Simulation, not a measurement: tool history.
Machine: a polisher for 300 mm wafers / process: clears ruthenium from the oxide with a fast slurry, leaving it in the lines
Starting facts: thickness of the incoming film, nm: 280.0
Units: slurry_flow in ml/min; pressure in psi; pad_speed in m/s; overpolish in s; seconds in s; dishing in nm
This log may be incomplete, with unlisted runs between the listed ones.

run	hour	slurry_flow	pressure	pad_speed	slurry_solids	overpolish	seconds	dishing
1	0.0	295	2.9	1.06	1.0	19	62.586	63.520
2	2.5	295	2.9	1.16	1.0	19	57.139	66.487
3	3.6	295	2.9	1.16	1.0	15	57.342	57.207
4	9.8	295	3.1	1.16	1.0	15	53.010	59.846
5	11.6	295	3.1	1.16	1.1	15	52.089	60.595
6	13.9	295	3.1	1.16	1.1	12	51.700	50.144
7	15.3	295	3.2	1.16	1.1	12	50.730	49.801
8	17.6	295	3.3	1.16	1.1	13	47.907	53.980
9	25.1	295	3.3	1.16	1.1	13	49.181	57.846
10	28.4	295	3.4	1.16	1.1	13	47.872	57.041
11	33.5	295	3.5	1.16	1.1	13	45.466	59.981
12	37.0	295	3.6	1.16	1.1	13	44.554	59.335

Estimate the outcome of run 13 from the log above:
13	39.2	295	3.7	1.16	1.1	13	?	?

Run 13 came out at seconds 43.286 s, dishing 63.049 nm.
